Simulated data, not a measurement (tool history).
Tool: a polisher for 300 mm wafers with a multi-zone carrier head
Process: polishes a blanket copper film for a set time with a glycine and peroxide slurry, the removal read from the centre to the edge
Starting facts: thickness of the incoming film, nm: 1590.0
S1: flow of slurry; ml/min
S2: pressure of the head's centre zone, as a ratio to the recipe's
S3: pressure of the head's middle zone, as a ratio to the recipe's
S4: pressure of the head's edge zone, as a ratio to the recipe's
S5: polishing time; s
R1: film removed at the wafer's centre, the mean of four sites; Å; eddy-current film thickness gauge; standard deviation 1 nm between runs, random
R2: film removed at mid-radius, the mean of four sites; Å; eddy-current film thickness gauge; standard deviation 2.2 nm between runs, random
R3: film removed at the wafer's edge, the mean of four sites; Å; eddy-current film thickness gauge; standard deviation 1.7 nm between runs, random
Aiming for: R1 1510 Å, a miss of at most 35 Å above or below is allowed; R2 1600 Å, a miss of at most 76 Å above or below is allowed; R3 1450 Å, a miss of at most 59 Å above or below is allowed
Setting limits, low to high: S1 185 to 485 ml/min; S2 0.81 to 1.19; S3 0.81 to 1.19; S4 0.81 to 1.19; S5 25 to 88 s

run 1 hour=0 | S1=310 S2=1 S3=1 S4=1 S5=56 | R1=1545.8 R2=1629.6 R3=1545.7
run 2 hour=3.5 | S1=305 S2=1 S3=1 S4=0.99 S5=56 | R1=1520.1 R2=1584.2 R3=1553.7
run 3 hour=8.7 | S1=305 S2=1 S3=1 S4=0.99 S5=50 | R1=1356.7 R2=1432.6 R3=1395.8
run 4 hour=10.9 | S1=305 S2=1 S3=1 S4=0.96 S5=50 | R1=1376.7 R2=1477.4 R3=1357.1
run 5 hour=16.3 | S1=315 S2=1.01 S3=1.01 S4=0.97 S5=50 | R1=1379.5 R2=1469.1 R3=1370.8
run 6 hour=24.5 | S1=320 S2=1.02 S3=1.02 S4=0.98 S5=50 | R1=1385.3 R2=1478.7 R3=1389.8
run 7 hour=32.6 | S1=325 S2=1.03 S3=1.03 S4=0.98 S5=50 | R1=1415.4 R2=1449.2 R3=1409
-- hour=33.3 worn pad replaced by a new one
run 8 hour=33.3 | S1=365 S2=1.05 S3=1.13 S4=0.94 S5=51 | R1=1580.7 R2=1769.5 R3=1519.5

Exercise: of the 5 proposed moves below, exactly one satisfies all targets within the stated allowed misses. Which move is it?
run A hour=34 | S1=405 S2=1.07 S3=1.14 S4=0.85 S5=53 | R1=? R2=? R3=?
run B hour=34 | S1=485 S2=1.04 S3=1.07 S4=0.97 S5=48 | R1=? R2=? R3=?
run C hour=34 | S1=295 S2=0.98 S3=1.19 S4=0.86 S5=52 | R1=? R2=? R3=?
run D hour=34 | S1=390 S2=0.98 S3=1.06 S4=1.1 S5=49 | R1=? R2=? R3=?
run E hour=34 | S1=265 S2=1.06 S3=1.08 S4=1.11 S5=50 | R1=? R2=? R3=?

move=A R1=1696.3 R2=1837.3 R3=1496.8
move=B R1=1521.4 R2=1594.3 R3=1455
move=C R1=1514.4 R2=1825 R3=1447.2
move=D R1=1461.4 R2=1591.8 R3=1562.8
move=E R1=1527.8 R2=1597.1 R3=1562.3
A: further off than the last run
B: each result inside its tolerance
C: further off than the last run
D: meets the target for the result that was furthest off, but another lies outside its allowed miss
E: meets the target for the result that was furthest off, but another lies outside its allowed miss
So the answer is move B, the one that meets all the targets.

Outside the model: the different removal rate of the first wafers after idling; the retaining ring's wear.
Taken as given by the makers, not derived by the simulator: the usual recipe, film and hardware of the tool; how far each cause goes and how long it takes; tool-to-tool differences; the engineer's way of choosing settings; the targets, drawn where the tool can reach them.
